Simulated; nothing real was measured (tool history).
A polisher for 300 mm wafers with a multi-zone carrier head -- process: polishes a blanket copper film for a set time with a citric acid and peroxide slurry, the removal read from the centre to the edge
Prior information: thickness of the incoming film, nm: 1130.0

run	hour	flow of slurry (ml/min)	pressure of the head's centre zone	pressure of the head's middle zone	pressure of the head's edge zone	abrasive content of the slurry	polishing time (s)	film removed at the wafer's centre (nm)	film removed at mid-radius (nm)	film removed at the wafer's edge (nm)
1	0.0	145	1.00	1.00	1.00	1.00	43	159.21	161.33	159.87
2	3.1	140	0.98	0.99	0.97	0.85	42	145.98	150.34	148.73
3	8.6	140	0.98	0.99	0.97	0.85	50	173.70	180.01	177.63
4	10.3	135	0.97	0.98	0.94	0.75	47	159.65	160.55	160.09
5	17.4	130	0.95	0.98	0.92	0.70	45	143.25	153.10	150.14
6	20.8	150	0.95	0.98	0.92	0.70	45	149.17	156.23	153.11
7	26.7	140	0.95	0.98	0.90	0.65	43	136.82	145.56	140.77
8	31.9	130	0.95	0.97	0.88	0.60	42	133.23	138.28	133.24
9	35.1	125	0.94	0.96	0.86	0.55	41	125.77	130.06	127.86
10	42.5	120	0.94	0.96	0.85	0.55	41	125.10	131.90	125.40
11	45.1	115	0.93	0.95	0.84	0.55	41	122.12	127.25	124.35
12	49.4	110	0.93	0.95	0.83	0.55	41	123.13	127.21	122.26

The next listed run, before its measurement:
13	57.8	105	0.92	0.95	0.83	0.55	41	?	?	?

{"run 13": {"film removed at the wafer's centre (nm)": 118.03, "film removed at mid-radius (nm)": 126.01, "film removed at the wafer's edge (nm)": 123.8}}

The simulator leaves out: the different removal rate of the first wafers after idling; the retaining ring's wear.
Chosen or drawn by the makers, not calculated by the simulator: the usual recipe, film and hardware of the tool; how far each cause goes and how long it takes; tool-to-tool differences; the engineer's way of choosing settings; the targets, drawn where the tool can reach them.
